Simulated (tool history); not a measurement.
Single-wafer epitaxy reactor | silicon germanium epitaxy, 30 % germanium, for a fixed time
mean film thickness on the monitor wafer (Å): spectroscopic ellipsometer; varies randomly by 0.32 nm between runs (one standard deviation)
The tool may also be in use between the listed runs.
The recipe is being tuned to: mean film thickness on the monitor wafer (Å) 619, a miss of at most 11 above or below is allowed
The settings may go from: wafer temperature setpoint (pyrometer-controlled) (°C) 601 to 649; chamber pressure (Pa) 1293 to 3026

run	hour	wafer temperature setpoint (pyrometer-controlled) (°C)	chamber pressure (Pa)	mean film thickness on the monitor wafer (Å)
1	0	625	2160	795.6
2	8.8	621	2146	736.83
3	9.4	629	2146	875.45
4	16.7	624	2133	773.29
5	20	621	2133	739.01
6	22.2	621	2000	710.88
7	27	619	2000	687.54
8	28.7	617	2000	656.82
9	30.7	616	2000	643.32
10	38.1	616	2000	638.93

Pick the move, out of 4, that brings all results within their allowed miss; only one does.
A	45.5	619	1960	?
B	45.5	611	2440	?
C	45.5	615	2093	?
D	45.5	610	2306	?

move	mean film thickness on the monitor wafer (Å)
A	677.59
B	656.4
C	650.99
D	622.62
A: lands further from the targets than the last run did
B: lands further from the targets than the last run did
C: lands further from the targets than the last run did
D: all results land within tolerance of their targets
Move D is the one to make.

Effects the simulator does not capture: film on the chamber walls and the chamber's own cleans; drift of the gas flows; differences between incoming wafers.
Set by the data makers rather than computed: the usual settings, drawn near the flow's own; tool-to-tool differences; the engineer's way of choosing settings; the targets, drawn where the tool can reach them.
